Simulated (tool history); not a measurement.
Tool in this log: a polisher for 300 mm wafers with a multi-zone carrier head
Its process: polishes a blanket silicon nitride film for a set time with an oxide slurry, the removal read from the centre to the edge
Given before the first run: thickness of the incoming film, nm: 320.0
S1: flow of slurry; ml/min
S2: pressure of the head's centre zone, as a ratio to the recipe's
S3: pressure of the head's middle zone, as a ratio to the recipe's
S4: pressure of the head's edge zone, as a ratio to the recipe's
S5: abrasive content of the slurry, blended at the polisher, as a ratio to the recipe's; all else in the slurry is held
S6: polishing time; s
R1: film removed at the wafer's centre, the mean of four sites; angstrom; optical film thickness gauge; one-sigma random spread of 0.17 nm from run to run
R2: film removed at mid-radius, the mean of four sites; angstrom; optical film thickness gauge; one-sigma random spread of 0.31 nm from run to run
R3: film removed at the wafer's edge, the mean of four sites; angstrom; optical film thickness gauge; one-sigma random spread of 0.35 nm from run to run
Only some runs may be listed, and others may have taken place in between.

run	hour	S1	S2	S3	S4	S5	S6	R1	R2	R3
1	0	125	1	1	1	1	55	336.68	341.97	337.8
2	2.4	125	1.05	1	1	1	55	348.31	330.14	342.82
3	4	115	1.01	0.97	0.99	0.9	55	314.9	308.84	319.52
4	8.5	110	0.98	0.95	0.97	0.85	55	288.99	290.48	307.46
5	13.1	110	0.97	0.95	0.94	0.8	55	281.91	272.27	281.6
6	18.1	105	0.95	0.95	0.93	0.8	55	271.46	273.58	279.67

For run 7, what comes out?
7	23.4	100	0.93	0.94	0.92	0.8	55	?	?	?

R1: 257.45 angstrom
R2: 268.69 angstrom
R3: 275.34 angstrom
